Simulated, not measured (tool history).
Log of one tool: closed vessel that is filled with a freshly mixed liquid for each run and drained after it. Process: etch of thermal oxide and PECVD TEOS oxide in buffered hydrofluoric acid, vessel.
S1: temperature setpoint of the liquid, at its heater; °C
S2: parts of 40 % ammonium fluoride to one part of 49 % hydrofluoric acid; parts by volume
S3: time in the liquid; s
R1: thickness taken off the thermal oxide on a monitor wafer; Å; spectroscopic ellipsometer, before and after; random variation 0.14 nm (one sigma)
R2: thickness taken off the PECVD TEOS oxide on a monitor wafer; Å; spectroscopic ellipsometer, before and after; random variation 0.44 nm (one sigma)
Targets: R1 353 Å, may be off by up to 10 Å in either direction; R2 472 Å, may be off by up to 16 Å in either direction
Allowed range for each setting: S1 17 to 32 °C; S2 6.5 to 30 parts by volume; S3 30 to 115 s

{"run": 1, "hour": 0.0, "S1": 25, "S2": 19.5, "S3": 60, "R1": 400.66, "R2": 535.44}
{"run": 2, "hour": 4.3, "S1": 24.5, "S2": 19.5, "S3": 60, "R1": 388.81, "R2": 514.38}
{"run": 3, "hour": 11.8, "S1": 24.5, "S2": 19.5, "S3": 70, "R1": 452.84, "R2": 604.36}
{"run": 4, "hour": 19.9, "S1": 24, "S2": 19.5, "S3": 70, "R1": 443.39, "R2": 585.01}
{"run": 5, "hour": 24.0, "S1": 27.5, "S2": 19.5, "S3": 70, "R1": 533.35, "R2": 717.99}
{"run": 6, "hour": 26.6, "S1": 26.5, "S2": 19.5, "S3": 70, "R1": 505.38, "R2": 685.01}
{"run": 7, "hour": 32.8, "S1": 25.5, "S2": 19.5, "S3": 70, "R1": 478.14, "R2": 638.26}
{"run": 8, "hour": 38.5, "S1": 24.5, "S2": 19.5, "S3": 70, "R1": 449.89, "R2": 598.24}

4 next moves are on the table. One of them brings every result within its allowed miss. Which?
{"run": "A", "hour": 44.2, "S1": 25, "S2": 26, "S3": 65, "R1": "?", "R2": "?"}
{"run": "B", "hour": 44.2, "S1": 26.5, "S2": 17.5, "S3": 40, "R1": "?", "R2": "?"}
{"run": "C", "hour": 44.2, "S1": 28, "S2": 29.5, "S3": 65, "R1": "?", "R2": "?"}
{"run": "D", "hour": 44.2, "S1": 22, "S2": 15.5, "S3": 90, "R1": "?", "R2": "?"}

move=A R1=351.62 R2=475.08
move=B R1=320.59 R2=433.15
move=C R1=379.38 R2=512.58
move=D R1=635.83 R2=859.07
A: every result within its allowed miss
B: takes the result that was furthest off past its target
C: closes in on the targets versus the last run, not all within tolerance yet
D: the biggest miss grows against the last run
The move that meets every target is A.
